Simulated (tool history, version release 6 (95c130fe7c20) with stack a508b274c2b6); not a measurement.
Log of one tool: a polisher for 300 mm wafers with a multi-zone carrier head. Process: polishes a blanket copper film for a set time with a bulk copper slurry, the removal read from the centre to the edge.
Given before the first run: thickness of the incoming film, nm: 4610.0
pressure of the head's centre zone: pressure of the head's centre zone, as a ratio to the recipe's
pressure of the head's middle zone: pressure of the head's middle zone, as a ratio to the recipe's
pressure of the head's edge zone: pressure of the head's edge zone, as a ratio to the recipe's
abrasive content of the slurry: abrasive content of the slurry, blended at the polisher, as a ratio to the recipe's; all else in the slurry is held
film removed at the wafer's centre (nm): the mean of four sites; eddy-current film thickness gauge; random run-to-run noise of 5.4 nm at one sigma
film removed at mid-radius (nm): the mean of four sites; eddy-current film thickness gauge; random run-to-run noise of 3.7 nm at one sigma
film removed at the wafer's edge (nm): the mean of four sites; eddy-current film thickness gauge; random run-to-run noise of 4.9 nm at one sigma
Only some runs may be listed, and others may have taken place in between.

run,hour,flow of slurry (ml/min),pressure of the head's centre zone,pressure of the head's middle zone,pressure of the head's edge zone,abrasive content of the slurry,polishing time (s),film removed at the wafer's centre (nm),film removed at mid-radius (nm),film removed at the wafer's edge (nm)
1,0,295,1,1,1,1,46,652.48,612.78,609.9
2,2.8,295,1,1,0.96,0.85,41,570.78,521.57,515.32
3,3.3,295,0.98,1.01,0.93,0.75,38,502.14,481.34,433.66
4,3.9,365,0.98,1.01,0.93,0.75,38,517.67,492.14,461.5
5,5.6,365,1.07,1.01,0.93,0.75,38,562.97,493.59,458.04
6,11.7,365,1.07,1.01,0.93,0.75,47,663.27,612.55,568.77
7,15.3,350,1.02,0.98,0.9,0.65,44,584.67,520.98,497.37
# hour 19.2: centre zone pressure recalibrated
8,19.2,330,0.97,0.97,0.87,0.6,42,487.72,481.85,451.27
9,28.1,310,0.98,0.96,0.85,0.55,41,462.64,459.5,437.21
10,33.7,320,1,0.96,0.85,0.55,39,448.48,434.38,408.96
11,35.9,310,1.02,0.96,0.84,0.55,38,442.45,421.69,389.14
12,41.9,295,1.02,0.95,0.83,0.55,38,450.82,417.06,379.94

Predict the results of run 13:
13,42.9,285,1.01,0.94,0.83,0.55,38,?,?,?

Run 13 yielded film removed at the wafer's centre (nm) 434.09, film removed at mid-radius (nm) 409.4, film removed at the wafer's edge (nm) 391.45.
